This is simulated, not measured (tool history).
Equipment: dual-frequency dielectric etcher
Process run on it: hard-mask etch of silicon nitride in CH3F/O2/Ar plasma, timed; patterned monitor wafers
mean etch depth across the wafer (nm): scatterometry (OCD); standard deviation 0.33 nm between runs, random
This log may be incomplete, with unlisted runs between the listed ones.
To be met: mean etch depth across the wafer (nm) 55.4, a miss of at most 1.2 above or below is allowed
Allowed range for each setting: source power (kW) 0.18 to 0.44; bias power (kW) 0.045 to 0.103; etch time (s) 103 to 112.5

run  hour  source power (kW)  bias power (kW)  etch time (s)  mean etch depth across the wafer (nm)
  1     0               0.31            0.074          112.5                                 69.578
  2   8.5               0.29            0.071            112                                 67.067
  3  16.9               0.27            0.068            111                                 63.319
  4  22.7               0.26            0.067            111                                 62.437
  5  29.6               0.26            0.058            111                                 60.293
  6  30.5               0.25            0.057            111                                 59.535
  7  32.6               0.24            0.056            111                                 58.108
  8  41.2               0.21            0.054            111                                 53.912

Next run, 4 choices. One meets every target within its allowed miss, the rest don't. Which?
  A  49.8                0.2            0.049            111                                      ?
  B  49.8                0.2            0.051            110                                      ?
  C  49.8               0.21            0.057          112.5                                      ?
  D  49.8               0.18             0.06            109                                      ?

move  mean etch depth across the wafer (nm)
   A                                 51.649
   B                                  51.65
   C                                 55.327
   D                                 50.929
A: moves away from the targets compared with the last run
B: moves away from the targets compared with the last run
C: meets every target
D: moves away from the targets compared with the last run
C is the move that brings every result within its allowed miss.
